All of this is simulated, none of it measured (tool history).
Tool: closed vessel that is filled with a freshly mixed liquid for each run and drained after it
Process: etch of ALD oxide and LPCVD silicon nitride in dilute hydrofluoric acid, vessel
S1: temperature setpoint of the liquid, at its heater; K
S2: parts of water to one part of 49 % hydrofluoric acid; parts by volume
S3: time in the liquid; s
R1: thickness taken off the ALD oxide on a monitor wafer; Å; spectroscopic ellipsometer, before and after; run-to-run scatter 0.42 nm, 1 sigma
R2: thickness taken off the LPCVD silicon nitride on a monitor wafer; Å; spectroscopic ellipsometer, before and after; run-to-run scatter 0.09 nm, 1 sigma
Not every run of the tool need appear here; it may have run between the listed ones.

run  hour      S1   S2   S3      R1       R2
  1   0.0  296.15  105  100  195.90   5.3616
  2   8.1  296.15  105   55  107.97   2.9710
  3  15.5  297.15   95   60  136.87   3.4758
  4  24.1  297.15   60   60  228.84   4.8963
  5  27.9  299.15   60   60  241.85   6.0187
  6  32.3  299.15   60  100  405.34  10.6600
  7  36.8  299.15   60  100  415.62  11.2310

What will run 8 give?
  8  43.4  299.65  60  100   ?   ?

Run 8 gave R1 413.48 Å, R2 10.9450 Å.
